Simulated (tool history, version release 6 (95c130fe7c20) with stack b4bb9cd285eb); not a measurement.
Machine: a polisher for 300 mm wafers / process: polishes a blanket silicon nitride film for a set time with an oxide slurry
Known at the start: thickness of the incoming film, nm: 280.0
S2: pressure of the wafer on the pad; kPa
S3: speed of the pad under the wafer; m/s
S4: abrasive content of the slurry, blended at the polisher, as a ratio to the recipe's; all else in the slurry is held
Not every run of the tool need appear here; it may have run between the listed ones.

{"run": 1, "hour": 0.0, "flow of slurry (ml/min)": 145, "S2": 19.3, "S3": 1.04, "S4": 1, "polishing time (s)": 46, "film removed (nm)": 20.242}
{"run": 2, "hour": 2.5, "flow of slurry (ml/min)": 130, "S2": 19.3, "S3": 1.04, "S4": 1, "polishing time (s)": 46, "film removed (nm)": 19.872}
{"run": 3, "hour": 4.6, "flow of slurry (ml/min)": 130, "S2": 19.3, "S3": 1.04, "S4": 1, "polishing time (s)": 46, "film removed (nm)": 20.396}
{"run": 4, "hour": 10.2, "flow of slurry (ml/min)": 130, "S2": 19.3, "S3": 1.04, "S4": 1, "polishing time (s)": 48, "film removed (nm)": 20.648}
{"run": 5, "hour": 12.3, "flow of slurry (ml/min)": 130, "S2": 19.3, "S3": 1.04, "S4": 1, "polishing time (s)": 48, "film removed (nm)": 20.906}
{"run": 6, "hour": 14.7, "flow of slurry (ml/min)": 130, "S2": 22.1, "S3": 1.06, "S4": 1, "polishing time (s)": 48, "film removed (nm)": 23.99}

The next listed run, before its measurement:
{"run": 7, "hour": 18.4, "flow of slurry (ml/min)": 130, "S2": 24.1, "S3": 1.08, "S4": 1, "polishing time (s)": 48, "film removed (nm)": "?"}

Run 7 yielded film removed (nm) 26.596.

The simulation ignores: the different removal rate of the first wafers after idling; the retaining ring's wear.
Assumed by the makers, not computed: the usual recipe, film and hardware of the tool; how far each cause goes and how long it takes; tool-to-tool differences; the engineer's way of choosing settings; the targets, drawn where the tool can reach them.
